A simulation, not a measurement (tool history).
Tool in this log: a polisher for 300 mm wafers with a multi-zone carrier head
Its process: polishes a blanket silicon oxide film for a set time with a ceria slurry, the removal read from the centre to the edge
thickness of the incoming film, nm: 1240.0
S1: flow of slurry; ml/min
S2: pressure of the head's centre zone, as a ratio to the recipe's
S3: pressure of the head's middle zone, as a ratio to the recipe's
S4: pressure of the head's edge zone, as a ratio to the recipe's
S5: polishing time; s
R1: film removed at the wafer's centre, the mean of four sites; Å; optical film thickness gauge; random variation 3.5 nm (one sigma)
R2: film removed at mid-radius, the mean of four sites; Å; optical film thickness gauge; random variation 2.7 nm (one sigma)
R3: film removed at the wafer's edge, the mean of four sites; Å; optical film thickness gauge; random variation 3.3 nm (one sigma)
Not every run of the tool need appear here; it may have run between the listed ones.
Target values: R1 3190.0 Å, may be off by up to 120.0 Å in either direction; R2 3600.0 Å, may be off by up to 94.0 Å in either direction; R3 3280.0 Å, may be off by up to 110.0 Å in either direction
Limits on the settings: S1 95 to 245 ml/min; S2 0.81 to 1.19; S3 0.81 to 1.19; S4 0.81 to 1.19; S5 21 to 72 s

{"run": 1, "hour": 0.0, "S1": 155, "S2": 1.0, "S3": 1.0, "S4": 1.0, "S5": 46, "R1": 1950.4, "R2": 1959.8, "R3": 2073.4}
{"run": 2, "hour": 2.5, "S1": 180, "S2": 1.0, "S3": 1.0, "S4": 1.0, "S5": 46, "R1": 2064.5, "R2": 2087.2, "R3": 2186.7}
{"run": 3, "hour": 5.6, "S1": 190, "S2": 1.01, "S3": 1.03, "S4": 1.01, "S5": 48, "R1": 2186.7, "R2": 2264.5, "R3": 2305.8}
{"run": 4, "hour": 12.4, "S1": 200, "S2": 1.02, "S3": 1.06, "S4": 1.02, "S5": 50, "R1": 2359.9, "R2": 2439.6, "R3": 2376.5}
{"run": 5, "hour": 14.4, "S1": 205, "S2": 1.01, "S3": 1.07, "S4": 1.03, "S5": 53, "R1": 2460.9, "R2": 2620.6, "R3": 2556.0}
{"run": 6, "hour": 19.7, "S1": 180, "S2": 1.01, "S3": 1.07, "S4": 1.03, "S5": 53, "R1": 2432.3, "R2": 2537.5, "R3": 2518.9}
{"run": 7, "hour": 25.1, "S1": 190, "S2": 1.01, "S3": 1.09, "S4": 1.05, "S5": 55, "R1": 2579.3, "R2": 2726.1, "R3": 2639.1}
{"run": 8, "hour": 27.5, "S1": 200, "S2": 1.01, "S3": 1.1, "S4": 1.06, "S5": 57, "R1": 2627.2, "R2": 2883.1, "R3": 2790.8}
{"run": 9, "hour": 29.0, "S1": 205, "S2": 1.02, "S3": 1.11, "S4": 1.07, "S5": 58, "R1": 2791.4, "R2": 2938.7, "R3": 2886.6}
{"run": 10, "hour": 30.9, "S1": 210, "S2": 1.02, "S3": 1.12, "S4": 1.07, "S5": 59, "R1": 2804.6, "R2": 3067.6, "R3": 2875.0}
{"run": 11, "hour": 39.2, "S1": 215, "S2": 1.02, "S3": 1.13, "S4": 1.08, "S5": 60, "R1": 2886.6, "R2": 3193.7, "R3": 2964.4}
{"run": 12, "hour": 47.5, "S1": 215, "S2": 1.02, "S3": 1.14, "S4": 1.09, "S5": 61, "R1": 2954.5, "R2": 3226.7, "R3": 3048.7}
{"run": 13, "hour": 51.4, "S1": 220, "S2": 1.02, "S3": 1.15, "S4": 1.09, "S5": 62, "R1": 3046.5, "R2": 3315.5, "R3": 3103.7}
{"run": 14, "hour": 58.5, "S1": 220, "S2": 1.02, "S3": 1.15, "S4": 1.09, "S5": 62, "R1": 3075.8, "R2": 3301.4, "R3": 3101.7}
{"run": 15, "hour": 67.0, "S1": 220, "S2": 1.01, "S3": 1.16, "S4": 1.09, "S5": 63, "R1": 3057.4, "R2": 3426.5, "R3": 3127.8}
{"hour": 68.3, "done": "slurry nozzle cleaned"}
{"run": 16, "hour": 68.3, "S1": 220, "S2": 1.01, "S3": 1.16, "S4": 1.09, "S5": 63, "R1": 3438.5, "R2": 3731.3, "R3": 3365.7}
{"run": 17, "hour": 69.4, "S1": 225, "S2": 1.01, "S3": 1.16, "S4": 1.1, "S5": 63, "R1": 3386.8, "R2": 3769.0, "R3": 3353.3}
{"run": 18, "hour": 72.4, "S1": 220, "S2": 1.01, "S3": 1.16, "S4": 1.1, "S5": 63, "R1": 3382.9, "R2": 3748.2, "R3": 3379.5}
{"run": 19, "hour": 80.6, "S1": 215, "S2": 1.01, "S3": 1.16, "S4": 1.09, "S5": 63, "R1": 3425.3, "R2": 3660.6, "R3": 3358.1}
{"run": 20, "hour": 88.6, "S1": 220, "S2": 1.01, "S3": 1.16, "S4": 1.09, "S5": 63, "R1": 3410.2, "R2": 3743.8, "R3": 3384.2}
{"run": 21, "hour": 93.1, "S1": 225, "S2": 1.01, "S3": 1.16, "S4": 1.1, "S5": 63, "R1": 3398.2, "R2": 3778.3, "R3": 3410.1}

Consider the 5 candidate settings below. Which is the only one whose results all fall within their allowed miss of target?
{"run": "A", "hour": 97.6, "S1": 235, "S2": 1.11, "S3": 1.16, "S4": 0.93, "S5": 69, "R1": "?", "R2": "?", "R3": "?"}
{"run": "B", "hour": 97.6, "S1": 225, "S2": 1.12, "S3": 1.19, "S4": 1.02, "S5": 59, "R1": "?", "R2": "?", "R3": "?"}
{"run": "C", "hour": 97.6, "S1": 245, "S2": 0.93, "S3": 1.13, "S4": 1.08, "S5": 61, "R1": "?", "R2": "?", "R3": "?"}
{"run": "D", "hour": 97.6, "S1": 205, "S2": 0.99, "S3": 1.09, "S4": 1.14, "S5": 61, "R1": "?", "R2": "?", "R3": "?"}
{"run": "E", "hour": 97.6, "S1": 215, "S2": 1.11, "S3": 1.15, "S4": 0.93, "S5": 61, "R1": "?", "R2": "?", "R3": "?"}

move=A R1=3975.4 R2=4099.8 R3=3430.0
move=B R1=3402.5 R2=3563.1 R3=3022.5
move=C R1=3085.7 R2=3563.8 R3=3224.5
move=D R1=3149.7 R2=3372.9 R3=3239.6
move=E R1=3468.3 R2=3555.1 R3=3005.9
A: further off than the last run
B: brings the last run's worst result on target, with another outside its allowed miss
C: every result lands within tolerance
D: takes the biggest miss from the last run beyond its target
E: brings the last run's worst result on target, with another outside its allowed miss
Correct choice: C, which meets every target

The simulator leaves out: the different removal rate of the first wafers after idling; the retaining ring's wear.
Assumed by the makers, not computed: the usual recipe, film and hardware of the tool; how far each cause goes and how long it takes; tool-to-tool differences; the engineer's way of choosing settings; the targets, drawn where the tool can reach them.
